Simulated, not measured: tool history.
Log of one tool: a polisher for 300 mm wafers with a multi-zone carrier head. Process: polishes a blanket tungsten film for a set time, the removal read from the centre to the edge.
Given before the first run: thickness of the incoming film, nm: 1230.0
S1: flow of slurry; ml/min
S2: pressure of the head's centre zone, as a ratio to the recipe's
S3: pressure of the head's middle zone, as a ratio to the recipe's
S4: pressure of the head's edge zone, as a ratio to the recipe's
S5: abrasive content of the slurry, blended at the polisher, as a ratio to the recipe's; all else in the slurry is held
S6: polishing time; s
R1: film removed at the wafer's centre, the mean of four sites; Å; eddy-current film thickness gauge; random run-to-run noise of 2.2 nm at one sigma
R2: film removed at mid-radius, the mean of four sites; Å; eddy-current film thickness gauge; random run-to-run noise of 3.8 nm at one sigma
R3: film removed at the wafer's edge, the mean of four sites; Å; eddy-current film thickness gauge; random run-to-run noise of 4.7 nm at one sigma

| run | hour | S1 | S2 | S3 | S4 | S5 | S6 | R1 | R2 | R3 |
|---|---|---|---|---|---|---|---|---|---|---|
| 1 | 0 | 265 | 1 | 1 | 1 | 1 | 34 | 3141.1 | 2987.4 | 3180.1 |
| 2 | 1.4 | 265 | 1 | 1.04 | 1 | 1 | 34 | 3118 | 3126 | 3137.3 |
| 3 | 9.2 | 270 | 0.98 | 1.04 | 1.05 | 1.15 | 35 | 3333.9 | 3412.3 | 3500.6 |
| 4 | 15 | 270 | 0.98 | 1.04 | 1.05 | 1.25 | 35 | 3411.9 | 3508.1 | 3485.9 |
| 5 | 20.7 | 270 | 0.98 | 1.04 | 1.05 | 1.25 | 43 | 4231.1 | 4303.3 | 4381.9 |
| 6 | 29.4 | 270 | 0.98 | 1.04 | 1.1 | 1.25 | 43 | 4219.7 | 4285.5 | 4498.9 |
| 7 | 35.4 | 255 | 0.95 | 1.02 | 1.1 | 1.25 | 43 | 4047.3 | 4183 | 4476.2 |
| 8 | 36 | 240 | 0.93 | 1.01 | 1.1 | 1.25 | 43 | 3944.9 | 4159.3 | 4373 |
| 9 | 37.8 | 230 | 0.91 | 0.99 | 1.12 | 1.25 | 43 | 3846.1 | 4099.5 | 4469.6 |

What does the tool deliver on the next run?
| 10 | 40.1 | 220 | 0.9 | 0.98 | 1.12 | 1.25 | 43 | ? | ? | ? |

R1: 3722.2 Å
R2: 4044.4 Å
R3: 4403.6 Å

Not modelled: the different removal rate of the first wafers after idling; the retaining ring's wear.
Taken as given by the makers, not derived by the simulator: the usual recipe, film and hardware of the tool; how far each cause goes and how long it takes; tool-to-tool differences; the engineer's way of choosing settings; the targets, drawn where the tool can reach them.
